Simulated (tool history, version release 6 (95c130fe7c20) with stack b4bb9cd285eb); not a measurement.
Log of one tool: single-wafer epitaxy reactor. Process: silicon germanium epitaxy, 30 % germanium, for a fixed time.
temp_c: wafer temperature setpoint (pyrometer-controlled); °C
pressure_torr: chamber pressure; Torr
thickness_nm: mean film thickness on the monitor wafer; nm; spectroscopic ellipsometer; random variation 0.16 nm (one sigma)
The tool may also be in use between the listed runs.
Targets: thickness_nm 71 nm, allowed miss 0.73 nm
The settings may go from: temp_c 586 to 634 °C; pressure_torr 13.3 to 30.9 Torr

run,hour,temp_c,pressure_torr,thickness_nm
1,0,610,22.1,76.29
2,7.3,610,24.7,81.348
3,9.5,610,26.8,85.285
4,14.8,609,26.8,83.733
5,16.8,608,26.8,81.536
6,19.8,608,29.4,86.142
7,28.5,607,29.4,84.192
8,29.2,607,29.4,84.766
9,34.1,606,29.4,82.807
# hour 36.1: capacitance manometer re-zeroed and calibrated
10,36.1,605,29.4,84.783
11,41.3,603,29.2,81.02
12,41.9,602,29.2,79.614

4 next moves are on the table. One of them brings every result within its allowed miss. Which?
A,42.5,610,30.5,?
B,42.5,594,27.7,?
C,42.5,596,29.8,?
D,42.5,601,27.9,?

move,thickness_nm
A,95.737
B,65.2
C,70.747
D,75.836
A: further off than the last run
B: takes the result that was furthest off past its target
C: meets every target
D: nearer than the last run, and not there yet
The right move is C.
